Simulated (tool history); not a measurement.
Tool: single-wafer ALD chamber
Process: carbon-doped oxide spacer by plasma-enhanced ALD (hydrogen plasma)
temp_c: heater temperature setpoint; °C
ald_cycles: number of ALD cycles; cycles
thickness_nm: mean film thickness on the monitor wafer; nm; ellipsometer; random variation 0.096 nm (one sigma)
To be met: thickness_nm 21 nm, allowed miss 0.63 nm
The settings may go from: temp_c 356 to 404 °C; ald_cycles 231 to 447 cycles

run,hour,temp_c,ald_cycles,thickness_nm
1,0,380,339,17.625
2,8.9,380,359,18.49
3,14.2,370,359,18.708
4,18.6,363,359,18.545
5,23.9,372,359,18.503
6,26.3,372,375,19.557
7,27.8,372,383,19.841
8,34.2,372,390,20.159

Which of these 5 next moves meets every target?
A,40.6,365,385,?
B,40.6,363,410,?
C,40.6,366,375,?
D,40.6,376,385,?
E,40.6,377,354,?

move,thickness_nm
A,19.98
B,21.277
C,19.461
D,19.98
E,18.371
A: further off than the last run
B: meets every target
C: further off than the last run
D: further off than the last run
E: further off than the last run
Answer: B
